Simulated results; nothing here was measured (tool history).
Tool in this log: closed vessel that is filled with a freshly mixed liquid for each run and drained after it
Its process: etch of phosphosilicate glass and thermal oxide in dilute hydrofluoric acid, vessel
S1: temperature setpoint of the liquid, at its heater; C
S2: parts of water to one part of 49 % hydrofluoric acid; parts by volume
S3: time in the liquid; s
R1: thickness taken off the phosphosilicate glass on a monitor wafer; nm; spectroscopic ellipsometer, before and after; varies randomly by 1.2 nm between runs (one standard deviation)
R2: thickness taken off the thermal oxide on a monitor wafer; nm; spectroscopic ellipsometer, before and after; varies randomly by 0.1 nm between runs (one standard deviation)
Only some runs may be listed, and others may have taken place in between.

run,hour,S1,S2,S3,R1,R2
1,0.0,21.0,105,60,43.768,2.2700
2,6.9,23.0,105,60,46.596,2.4530
3,9.9,23.0,135,60,35.563,1.8300
4,18.7,23.0,135,75,44.984,2.2582
5,20.4,23.5,125,75,49.091,2.5340
6,27.4,23.5,115,75,55.163,2.8280
7,30.5,24.0,105,75,61.542,3.1298
8,31.7,24.5,100,75,66.327,3.4721
9,36.9,24.5,95,75,69.157,3.5613

The next listed run, before its measurement:
10,45.0,25.0,90,75,?,?

{"run 10": {"R1": 76.284, "R2": 3.7635}}

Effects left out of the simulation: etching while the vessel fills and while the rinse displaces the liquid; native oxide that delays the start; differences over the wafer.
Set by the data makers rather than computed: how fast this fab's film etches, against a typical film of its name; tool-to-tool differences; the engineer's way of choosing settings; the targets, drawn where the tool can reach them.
